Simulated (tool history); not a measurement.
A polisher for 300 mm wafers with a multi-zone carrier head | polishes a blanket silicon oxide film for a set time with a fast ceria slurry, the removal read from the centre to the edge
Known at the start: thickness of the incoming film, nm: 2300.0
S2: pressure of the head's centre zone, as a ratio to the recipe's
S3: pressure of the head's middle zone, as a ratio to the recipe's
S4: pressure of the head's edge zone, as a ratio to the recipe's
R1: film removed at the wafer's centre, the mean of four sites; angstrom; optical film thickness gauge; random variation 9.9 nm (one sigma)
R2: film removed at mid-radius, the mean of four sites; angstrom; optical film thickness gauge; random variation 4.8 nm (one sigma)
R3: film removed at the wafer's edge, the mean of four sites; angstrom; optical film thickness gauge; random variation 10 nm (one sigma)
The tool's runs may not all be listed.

run 1 hour=0.0 | flow_of_slurry_(ml/min)=305 S2=1.00 S3=1.00 S4=1.00 polishing_time_(s)=40 | R1=5651.5 R2=5679.1 R3=5722.9
run 2 hour=3.1 | flow_of_slurry_(ml/min)=310 S2=1.02 S3=1.00 S4=1.02 polishing_time_(s)=41 | R1=5954.5 R2=5880.5 R3=5956.0
run 3 hour=9.4 | flow_of_slurry_(ml/min)=310 S2=1.02 S3=1.00 S4=1.02 polishing_time_(s)=36 | R1=5171.7 R2=5096.2 R3=5176.9
run 4 hour=13.1 | flow_of_slurry_(ml/min)=260 S2=1.02 S3=1.00 S4=1.02 polishing_time_(s)=36 | R1=5121.2 R2=5042.1 R3=5031.9
run 5 hour=15.4 | flow_of_slurry_(ml/min)=270 S2=1.04 S3=0.99 S4=1.03 polishing_time_(s)=37 | R1=5423.4 R2=5177.5 R3=5321.1
run 6 hour=24.3 | flow_of_slurry_(ml/min)=275 S2=1.06 S3=0.99 S4=1.04 polishing_time_(s)=38 | R1=5644.2 R2=5267.8 R3=5474.8
run 7 hour=24.9 | flow_of_slurry_(ml/min)=275 S2=1.06 S3=0.99 S4=1.04 polishing_time_(s)=38 | R1=5644.4 R2=5266.8 R3=5359.2
run 8 hour=26.9 | flow_of_slurry_(ml/min)=285 S2=1.07 S3=0.98 S4=1.05 polishing_time_(s)=39 | R1=5887.3 R2=5382.1 R3=5686.2
run 9 hour=31.1 | flow_of_slurry_(ml/min)=290 S2=1.09 S3=0.98 S4=1.05 polishing_time_(s)=40 | R1=6181.1 R2=5528.9 R3=5731.6
run 10 hour=33.0 | flow_of_slurry_(ml/min)=295 S2=1.10 S3=0.98 S4=1.06 polishing_time_(s)=41 | R1=6406.4 R2=5754.5 R3=5970.7
run 11 hour=34.1 | flow_of_slurry_(ml/min)=300 S2=1.11 S3=0.97 S4=1.07 polishing_time_(s)=42 | R1=6631.8 R2=5778.7 R3=6034.3

The next listed run, before its measurement:
run 12 hour=40.1 | flow_of_slurry_(ml/min)=300 S2=1.12 S3=0.97 S4=1.08 polishing_time_(s)=43 | R1=? R2=? R3=?

Run 12 gave R1 6850.5 angstrom, R2 5968.1 angstrom, R3 6317.1 angstrom.

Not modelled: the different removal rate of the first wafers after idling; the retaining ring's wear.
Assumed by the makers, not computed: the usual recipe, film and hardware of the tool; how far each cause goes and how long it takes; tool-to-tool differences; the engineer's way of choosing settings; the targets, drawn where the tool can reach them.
